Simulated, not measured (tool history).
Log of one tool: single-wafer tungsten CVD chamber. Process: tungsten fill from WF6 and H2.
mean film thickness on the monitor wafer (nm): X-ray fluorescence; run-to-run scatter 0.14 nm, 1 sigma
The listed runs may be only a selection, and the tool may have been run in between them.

| run | hour | heater temperature setpoint (K) | chamber pressure (mTorr) | deposition time (s) | mean film thickness on the monitor wafer (nm) |
|---|---|---|---|---|---|
| 1 | 0 | 663.15 | 44200 | 12.6 | 38.112 |
| 2 | 1.7 | 665.15 | 44200 | 12.6 | 39.36 |
| 3 | 7.7 | 667.15 | 44200 | 12.6 | 40.782 |
| 4 | 13.3 | 668.15 | 44200 | 12.6 | 41.474 |
| 5 | 18.1 | 669.15 | 44200 | 12.6 | 42.236 |
| 6 | 23.8 | 669.15 | 44200 | 12.6 | 42.149 |
| 7 | 30.5 | 670.15 | 44200 | 12.6 | 42.755 |
| 8 | 37.8 | 671.15 | 44200 | 12.6 | 43.496 |
| 9 | 44.6 | 672.15 | 44200 | 12.6 | 44.462 |
| 10 | 47.5 | 673.15 | 44200 | 12.6 | 44.842 |
| 11 | 50.5 | 674.15 | 44200 | 12.6 | 45.898 |

Estimate the outcome of run 12 from the log above:
| 12 | 51.3 | 675.15 | 44200 | 12.6 | ? |

{"run 12": {"mean film thickness on the monitor wafer (nm)": 46.485}}
